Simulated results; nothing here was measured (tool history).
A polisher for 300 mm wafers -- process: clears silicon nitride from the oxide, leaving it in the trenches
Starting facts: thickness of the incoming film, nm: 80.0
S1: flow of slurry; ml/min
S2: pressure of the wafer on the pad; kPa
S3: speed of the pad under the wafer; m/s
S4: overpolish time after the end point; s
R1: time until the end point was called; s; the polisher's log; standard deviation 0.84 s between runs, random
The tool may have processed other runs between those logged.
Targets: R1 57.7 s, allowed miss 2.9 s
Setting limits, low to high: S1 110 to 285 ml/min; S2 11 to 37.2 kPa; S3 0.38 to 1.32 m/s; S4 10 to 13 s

run	day	S1	S2	S3	S4	R1
1	0	180	24.1	0.84	13	102.2
2	0.371	215	24.1	0.84	13	99.584
3	0.671	215	20.7	0.84	13	116.35
4	0.829	215	20.7	0.92	13	104.22
5	1.125	215	15.9	0.92	13	132.01
6	1.462	215	20	0.94	13	107.8
7	1.662	215	22.8	0.96	13	92.68
8	1.808	215	24.8	0.96	13	87.521
9	2.079	215	26.9	0.98	13	79.778
10	2.296	215	29	0.98	13	71.991
11	2.425	215	30.3	0.98	13	70.429
12	2.483	215	31.7	0.98	13	65.935
13	2.521	215	32.4	0.98	13	65.992
14	2.654	215	33.1	0.98	13	64.378
15	2.771	215	33.8	0.98	13	61.939
16	3.075	215	33.8	0.98	13	63.257
17	3.112	215	34.5	0.98	13	62.595

Exactly one of the 4 candidate moves below puts every result within its allowed miss. Which one?
A	3.15	260	30.3	0.96	13	?
B	3.15	170	29.6	1.04	10	?
C	3.15	175	33.8	0.94	13	?
D	3.15	180	36.5	1	13	?

move	R1
A	71.387
B	70.079
C	68.196
D	59.451
A: lands further from the targets than the last run did
B: lands further from the targets than the last run did
C: lands further from the targets than the last run did
D: hits every target within its allowed miss
Answer: D
